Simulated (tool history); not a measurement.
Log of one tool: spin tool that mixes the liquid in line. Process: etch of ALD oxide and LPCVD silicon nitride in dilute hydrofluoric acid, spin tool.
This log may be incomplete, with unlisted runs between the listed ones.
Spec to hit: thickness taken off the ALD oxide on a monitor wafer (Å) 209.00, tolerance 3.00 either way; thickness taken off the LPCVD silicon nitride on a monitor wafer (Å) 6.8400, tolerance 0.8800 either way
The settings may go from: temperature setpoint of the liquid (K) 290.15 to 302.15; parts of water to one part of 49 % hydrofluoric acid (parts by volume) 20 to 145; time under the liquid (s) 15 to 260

run	hour	temperature setpoint of the liquid (K)	parts of water to one part of 49 % hydrofluoric acid (parts by volume)	time under the liquid (s)	thickness taken off the ALD oxide on a monitor wafer (Å)	thickness taken off the LPCVD silicon nitride on a monitor wafer (Å)
1	0.0	294.15	80	130	267.21	8.1554
2	6.6	293.65	80	130	262.45	7.7108
3	8.9	293.15	85	130	239.83	7.3488
4	16.4	292.65	85	130	235.21	7.2762
# hour 19.5: thermometer replaced
5	19.5	292.65	85	185	310.79	8.7373
6	24.3	292.65	85	235	393.48	10.8280
7	25.3	292.15	95	235	343.13	8.9897
8	31.9	293.65	125	235	269.12	8.3788
9	39.3	293.15	125	235	264.48	8.3579
10	45.5	292.65	125	235	256.32	7.9130
11	46.8	292.65	125	235	258.51	7.5500
12	53.4	292.65	130	235	247.07	6.9222
13	59.6	292.65	135	235	234.64	7.0271
14	64.4	292.65	140	235	227.97	6.5152
15	65.8	293.15	140	230	227.31	6.8252
16	66.8	293.15	145	230	216.83	6.6409
17	73.9	293.15	145	225	212.37	6.3446

Which of these 5 next moves meets every target?
A	81.0	294.65	140	200	?	?
B	81.0	295.65	145	195	?	?
C	81.0	297.15	140	175	?	?
D	81.0	292.65	135	215	?	?
E	81.0	293.65	115	175	?	?

move	thickness taken off the ALD oxide on a monitor wafer (Å)	thickness taken off the LPCVD silicon nitride on a monitor wafer (Å)
A	208.76	6.4708
B	203.26	6.5103
C	201.36	6.6691
D	216.03	6.3059
E	219.61	6.4201
A: each result inside its tolerance
B: the result that was furthest off in the last run now lies on the other side of its target
C: the result that was furthest off in the last run now lies on the other side of its target
D: lands further from the targets than the last run did
E: lands further from the targets than the last run did
A is the move that brings every result within its allowed miss.
